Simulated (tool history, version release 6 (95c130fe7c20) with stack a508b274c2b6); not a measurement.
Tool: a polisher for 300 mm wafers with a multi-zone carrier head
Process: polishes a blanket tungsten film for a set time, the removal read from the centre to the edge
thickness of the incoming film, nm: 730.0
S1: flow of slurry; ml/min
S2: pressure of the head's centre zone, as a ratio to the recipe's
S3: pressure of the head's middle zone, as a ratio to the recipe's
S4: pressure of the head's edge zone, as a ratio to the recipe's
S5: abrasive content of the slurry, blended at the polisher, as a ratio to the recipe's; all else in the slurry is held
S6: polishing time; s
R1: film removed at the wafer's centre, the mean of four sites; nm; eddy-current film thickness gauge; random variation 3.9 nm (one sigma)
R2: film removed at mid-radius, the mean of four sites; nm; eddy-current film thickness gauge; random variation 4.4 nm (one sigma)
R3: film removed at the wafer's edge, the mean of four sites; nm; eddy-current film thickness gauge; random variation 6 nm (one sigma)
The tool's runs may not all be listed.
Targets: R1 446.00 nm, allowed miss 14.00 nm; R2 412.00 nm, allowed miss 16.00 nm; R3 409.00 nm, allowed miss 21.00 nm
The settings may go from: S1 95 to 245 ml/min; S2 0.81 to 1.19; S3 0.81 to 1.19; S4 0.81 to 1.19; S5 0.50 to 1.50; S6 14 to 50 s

Run 1, hour 0.0: S1 155 ml/min, S2 1.00, S3 1.00, S4 1.00, S5 1.00, S6 32 s. Result: R1 287.02 nm, R2 287.44 nm, R3 297.47 nm.
Run 2, hour 6.8: S1 165 ml/min, S2 1.03, S3 1.02, S4 1.02, S5 1.10, S6 33 s. Result: R1 317.68 nm, R2 309.21 nm, R3 315.62 nm.
Run 3, hour 8.6: S1 165 ml/min, S2 1.03, S3 1.02, S4 1.02, S5 0.90, S6 33 s. Result: R1 301.87 nm, R2 298.49 nm, R3 311.78 nm.
Run 4, hour 15.1: S1 165 ml/min, S2 1.03, S3 1.02, S4 1.02, S5 1.00, S6 33 s. Result: R1 310.04 nm, R2 303.74 nm, R3 312.49 nm.
Run 5, hour 16.7: S1 165 ml/min, S2 1.03, S3 1.02, S4 0.97, S5 1.00, S6 33 s. Result: R1 314.66 nm, R2 299.36 nm, R3 304.60 nm.
Run 6, hour 21.0: S1 165 ml/min, S2 1.03, S3 1.02, S4 0.97, S5 1.10, S6 33 s. Result: R1 316.82 nm, R2 304.22 nm, R3 310.94 nm.
Run 7, hour 25.1: S1 170 ml/min, S2 1.05, S3 1.03, S4 1.00, S5 1.15, S6 34 s. Result: R1 333.04 nm, R2 325.39 nm, R3 332.94 nm.
Run 8, hour 33.6: S1 180 ml/min, S2 1.08, S3 1.04, S4 1.00, S5 1.20, S6 35 s. Result: R1 367.79 nm, R2 339.48 nm, R3 339.24 nm.
Run 9, hour 39.6: S1 185 ml/min, S2 1.08, S3 1.10, S4 1.10, S5 1.45, S6 39 s. Result: R1 422.40 nm, R2 417.02 nm, R3 420.22 nm.

4 next moves are on the table. One of them brings every result within its allowed miss. Which?
Run A, hour 45.6: S1 205 ml/min, S2 1.09, S3 1.02, S4 1.16, S5 1.35, S6 41 s. Result: R1 ?, R2 ?, R3 ?.
Run B, hour 45.6: S1 240 ml/min, S2 1.13, S3 1.07, S4 1.03, S5 1.40, S6 38 s. Result: R1 ?, R2 ?, R3 ?.
Run C, hour 45.6: S1 145 ml/min, S2 1.08, S3 1.06, S4 1.19, S5 1.25, S6 41 s. Result: R1 ?, R2 ?, R3 ?.
Run D, hour 45.6: S1 180 ml/min, S2 1.09, S3 1.19, S4 1.02, S5 1.50, S6 37 s. Result: R1 ?, R2 ?, R3 ?.

move      R1      R2      R3
   A  452.92  411.55  453.54
   B  448.15  407.99  404.36
   C  418.29  398.58  436.25
   D  411.25  426.85  387.15
A: brings the result that was furthest off to its target, and leaves another outside
B: meets every target
C: further off than the last run
D: further off than the last run
Move B is the one to make.
